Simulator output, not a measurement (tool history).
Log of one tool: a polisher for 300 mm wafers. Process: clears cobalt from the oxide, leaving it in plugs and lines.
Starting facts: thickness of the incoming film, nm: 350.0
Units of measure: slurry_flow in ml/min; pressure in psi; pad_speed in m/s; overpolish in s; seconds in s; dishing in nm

run	day	slurry_flow	pressure	pad_speed	overpolish	seconds	dishing
1	0	310	2.4	0.82	24	76.252	55.166
2	0.329	235	2.4	0.82	24	78.572	53.23
3	0.425	235	2.4	0.82	30	80.56	58.776
4	0.471	225	2.4	0.82	26	79.812	57.097
5	0.617	275	2.4	0.82	22	78.038	53.842
6	0.658	260	2.4	0.82	19	78.428	49.885
7	0.767	245	2.5	0.82	17	75.517	49.065
8	0.838	255	2.6	0.82	7	75.531	28.7

For run 9, what comes out?
9	1.017	255	2.7	0.84	8	?	?

Run 9 produced seconds 72.343 s, dishing 32.241 nm.
